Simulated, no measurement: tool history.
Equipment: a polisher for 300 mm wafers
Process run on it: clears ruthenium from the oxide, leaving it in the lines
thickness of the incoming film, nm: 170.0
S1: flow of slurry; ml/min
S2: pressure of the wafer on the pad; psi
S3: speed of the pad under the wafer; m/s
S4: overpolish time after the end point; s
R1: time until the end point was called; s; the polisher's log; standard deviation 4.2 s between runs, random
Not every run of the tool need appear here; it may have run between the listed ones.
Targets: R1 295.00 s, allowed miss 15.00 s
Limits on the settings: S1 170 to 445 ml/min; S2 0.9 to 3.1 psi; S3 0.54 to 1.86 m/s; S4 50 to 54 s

Run 1, hour 0.0: S1 285 ml/min, S2 2.0 psi, S3 1.18 m/s, S4 50 s. Result: R1 109.23 s.
Run 2, hour 8.3: S1 285 ml/min, S2 2.0 psi, S3 1.18 m/s, S4 50 s. Result: R1 106.86 s.
Run 3, hour 11.8: S1 280 ml/min, S2 1.8 psi, S3 1.06 m/s, S4 50 s. Result: R1 133.22 s.
Run 4, hour 18.0: S1 280 ml/min, S2 1.6 psi, S3 0.98 m/s, S4 50 s. Result: R1 158.60 s.
Run 5, hour 23.8: S1 305 ml/min, S2 1.6 psi, S3 0.98 m/s, S4 50 s. Result: R1 159.07 s.
Run 6, hour 26.1: S1 305 ml/min, S2 1.6 psi, S3 0.98 m/s, S4 50 s. Result: R1 161.40 s.
Run 7, hour 27.2: S1 305 ml/min, S2 1.5 psi, S3 0.92 m/s, S4 50 s. Result: R1 179.56 s.
Run 8, hour 29.0: S1 305 ml/min, S2 1.4 psi, S3 0.88 m/s, S4 50 s. Result: R1 200.29 s.
Run 9, hour 31.4: S1 300 ml/min, S2 0.9 psi, S3 0.74 m/s, S4 50 s. Result: R1 362.92 s.
Run 10, hour 37.9: S1 300 ml/min, S2 0.9 psi, S3 0.74 m/s, S4 50 s. Result: R1 356.75 s.
Run 11, hour 42.3: S1 305 ml/min, S2 0.9 psi, S3 0.74 m/s, S4 50 s. Result: R1 360.63 s.
Run 12, hour 44.3: S1 310 ml/min, S2 1.0 psi, S3 0.74 m/s, S4 50 s. Result: R1 322.87 s.
Run 13, hour 49.1: S1 315 ml/min, S2 1.0 psi, S3 0.74 m/s, S4 50 s. Result: R1 331.43 s.
Run 14, hour 52.6: S1 315 ml/min, S2 1.3 psi, S3 0.76 m/s, S4 50 s. Result: R1 246.41 s.
At hour 58.3: worn pad replaced by a new one.
Run 15, hour 58.3: S1 310 ml/min, S2 1.3 psi, S3 0.76 m/s, S4 50 s. Result: R1 235.06 s.
Run 16, hour 61.7: S1 305 ml/min, S2 1.2 psi, S3 0.76 m/s, S4 50 s. Result: R1 253.65 s.
Run 17, hour 67.1: S1 305 ml/min, S2 0.9 psi, S3 0.74 m/s, S4 50 s. Result: R1 343.78 s.

5 next moves are on the table. One of them brings every result within its allowed miss. Which?
Run A, hour 72.5: S1 270 ml/min, S2 1.0 psi, S3 0.86 m/s, S4 53 s. Result: R1 ?.
Run B, hour 72.5: S1 295 ml/min, S2 1.0 psi, S3 0.78 m/s, S4 50 s. Result: R1 ?.
Run C, hour 72.5: S1 290 ml/min, S2 1.3 psi, S3 0.68 m/s, S4 50 s. Result: R1 ?.
Run D, hour 72.5: S1 275 ml/min, S2 1.3 psi, S3 0.54 m/s, S4 54 s. Result: R1 ?.
Run E, hour 72.5: S1 380 ml/min, S2 1.3 psi, S3 0.68 m/s, S4 54 s. Result: R1 ?.

move      R1
   A  268.29
   B  291.86
   C  259.77
   D  324.65
   E  253.71
A: moves the result that the last run missed by most past its target, out the other side
B: every result within its allowed miss
C: moves the result that the last run missed by most past its target, out the other side
D: gains on the last run, yet a result remains outside its allowed miss
E: moves the result that the last run missed by most past its target, out the other side
The move that meets every target is B.

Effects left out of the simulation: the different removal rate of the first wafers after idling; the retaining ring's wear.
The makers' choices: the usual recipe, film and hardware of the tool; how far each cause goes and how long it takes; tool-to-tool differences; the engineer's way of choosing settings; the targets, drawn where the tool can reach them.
